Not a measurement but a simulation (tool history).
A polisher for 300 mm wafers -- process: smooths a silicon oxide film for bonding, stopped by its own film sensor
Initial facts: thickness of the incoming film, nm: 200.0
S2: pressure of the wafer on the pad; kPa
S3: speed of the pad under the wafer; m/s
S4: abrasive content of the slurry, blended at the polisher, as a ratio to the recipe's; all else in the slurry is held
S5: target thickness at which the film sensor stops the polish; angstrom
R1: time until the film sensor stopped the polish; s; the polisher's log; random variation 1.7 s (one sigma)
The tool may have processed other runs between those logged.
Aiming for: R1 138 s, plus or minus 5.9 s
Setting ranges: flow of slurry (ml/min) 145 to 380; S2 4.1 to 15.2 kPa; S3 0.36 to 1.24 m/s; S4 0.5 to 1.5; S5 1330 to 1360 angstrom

Run 1, day 0: flow of slurry (ml/min) 245, S2 9.7 kPa, S3 0.8 m/s, S4 1, S5 1360 angstrom. Result: R1 199.11 s.
Run 2, day 0.146: flow of slurry (ml/min) 245, S2 9.7 kPa, S3 0.8 m/s, S4 1, S5 1360 angstrom. Result: R1 195.57 s.
Run 3, day 0.192: flow of slurry (ml/min) 245, S2 10.3 kPa, S3 0.8 m/s, S4 1, S5 1360 angstrom. Result: R1 178.95 s.
Run 4, day 0.217: flow of slurry (ml/min) 245, S2 11.7 kPa, S3 0.8 m/s, S4 1, S5 1360 angstrom. Result: R1 160.97 s.
Run 5, day 0.575: flow of slurry (ml/min) 245, S2 11.7 kPa, S3 0.8 m/s, S4 0.9, S5 1360 angstrom. Result: R1 168.75 s.
Run 6, day 0.738: flow of slurry (ml/min) 245, S2 10.3 kPa, S3 0.8 m/s, S4 0.9, S5 1360 angstrom. Result: R1 195.58 s.
Run 7, day 0.988: flow of slurry (ml/min) 245, S2 11 kPa, S3 0.8 m/s, S4 0.9, S5 1360 angstrom. Result: R1 180.17 s.
At day 1.275: slurry blender recalibrated.
Run 8, day 1.275: flow of slurry (ml/min) 245, S2 11 kPa, S3 0.8 m/s, S4 0.9, S5 1360 angstrom. Result: R1 150.25 s.
Run 9, day 1.646: flow of slurry (ml/min) 245, S2 11.7 kPa, S3 0.8 m/s, S4 0.9, S5 1360 angstrom. Result: R1 144.33 s.

4 next moves are on the table. One of them brings every result within its allowed miss. Which?
Run A, day 2.017: flow of slurry (ml/min) 160, S2 11 kPa, S3 1.08 m/s, S4 0.8, S5 1340 angstrom. Result: R1 ?.
Run B, day 2.017: flow of slurry (ml/min) 230, S2 10.3 kPa, S3 0.86 m/s, S4 0.95, S5 1330 angstrom. Result: R1 ?.
Run C, day 2.017: flow of slurry (ml/min) 240, S2 11 kPa, S3 0.94 m/s, S4 0.65, S5 1360 angstrom. Result: R1 ?.
Run D, day 2.017: flow of slurry (ml/min) 260, S2 11 kPa, S3 0.88 m/s, S4 0.8, S5 1340 angstrom. Result: R1 ?.

move      R1
   A  136.96
   B  155.87
   C  157.46
   D  151.97
A: every result within its allowed miss
B: misses by more than the last run did
C: misses by more than the last run did
D: misses by more than the last run did
The move that meets every target is A.
